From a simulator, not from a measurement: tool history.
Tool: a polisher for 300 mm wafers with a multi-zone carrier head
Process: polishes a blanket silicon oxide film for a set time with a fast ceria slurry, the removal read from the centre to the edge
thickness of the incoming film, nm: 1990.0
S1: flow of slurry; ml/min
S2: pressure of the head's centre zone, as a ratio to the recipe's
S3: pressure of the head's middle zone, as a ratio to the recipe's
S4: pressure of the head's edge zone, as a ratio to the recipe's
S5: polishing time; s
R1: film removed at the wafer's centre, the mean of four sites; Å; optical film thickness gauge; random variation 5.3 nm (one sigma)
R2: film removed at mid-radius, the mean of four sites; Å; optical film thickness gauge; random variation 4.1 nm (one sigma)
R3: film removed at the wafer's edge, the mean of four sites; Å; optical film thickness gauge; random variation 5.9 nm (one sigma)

run	hour	S1	S2	S3	S4	S5	R1	R2	R3
1	0.0	195	1.00	1.00	1.00	39	8250.3	7491.2	7681.4
2	8.3	195	1.05	1.00	1.00	39	8537.8	7612.7	7457.1
3	15.3	185	1.04	0.99	0.99	36	7586.1	6955.9	6818.1
4	19.0	185	1.04	1.02	0.99	36	7753.4	6983.7	6848.1
5	19.5	185	1.04	1.02	0.99	32	6817.4	6339.1	6079.1
6	25.3	185	1.04	1.02	0.99	41	8789.3	7957.2	7817.9
7	33.7	175	1.04	0.99	0.99	38	8060.9	7171.8	7301.5

Run 8 comes next. What will it give?
8	38.7	165	1.04	0.97	0.98	35	?	?	?

R1: 7513.6 Å
R2: 6365.8 Å
R3: 6422.1 Å
